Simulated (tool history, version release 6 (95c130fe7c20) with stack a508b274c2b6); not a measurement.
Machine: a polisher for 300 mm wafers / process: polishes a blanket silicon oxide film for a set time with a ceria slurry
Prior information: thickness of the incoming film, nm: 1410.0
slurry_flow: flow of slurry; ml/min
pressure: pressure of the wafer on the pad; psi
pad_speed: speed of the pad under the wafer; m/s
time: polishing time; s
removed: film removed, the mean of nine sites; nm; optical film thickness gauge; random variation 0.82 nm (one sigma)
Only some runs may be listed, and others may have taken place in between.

Run 1, hour 0.0: slurry_flow 220 ml/min, pressure 2.9 psi, pad_speed 1.42 m/s, time 55 s. Result: removed 275.45 nm.
Run 2, hour 2.9: slurry_flow 190 ml/min, pressure 2.9 psi, pad_speed 1.42 m/s, time 55 s. Result: removed 269.47 nm.
Run 3, hour 11.8: slurry_flow 190 ml/min, pressure 2.9 psi, pad_speed 1.42 m/s, time 55 s. Result: removed 270.01 nm.
Run 4, hour 15.1: slurry_flow 190 ml/min, pressure 2.7 psi, pad_speed 1.38 m/s, time 55 s. Result: removed 243.88 nm.
Run 5, hour 19.0: slurry_flow 190 ml/min, pressure 3.0 psi, pad_speed 1.38 m/s, time 55 s. Result: removed 272.11 nm.
Run 6, hour 27.7: slurry_flow 190 ml/min, pressure 3.5 psi, pad_speed 1.38 m/s, time 55 s. Result: removed 312.64 nm.
Run 7, hour 30.6: slurry_flow 180 ml/min, pressure 2.7 psi, pad_speed 0.98 m/s, time 54 s. Result: removed 171.19 nm.
Run 8, hour 35.2: slurry_flow 180 ml/min, pressure 2.6 psi, pad_speed 0.98 m/s, time 54 s. Result: removed 166.67 nm.
Run 9, hour 41.0: slurry_flow 180 ml/min, pressure 2.5 psi, pad_speed 0.98 m/s, time 54 s. Result: removed 160.19 nm.
Run 10, hour 46.7: slurry_flow 180 ml/min, pressure 2.4 psi, pad_speed 0.98 m/s, time 54 s. Result: removed 153.11 nm.

What will run 11 give?
Run 11, hour 48.3: slurry_flow 170 ml/min, pressure 1.6 psi, pad_speed 0.96 m/s, time 54 s. Result: removed ?.

Run 11 produced removed 100.37 nm.

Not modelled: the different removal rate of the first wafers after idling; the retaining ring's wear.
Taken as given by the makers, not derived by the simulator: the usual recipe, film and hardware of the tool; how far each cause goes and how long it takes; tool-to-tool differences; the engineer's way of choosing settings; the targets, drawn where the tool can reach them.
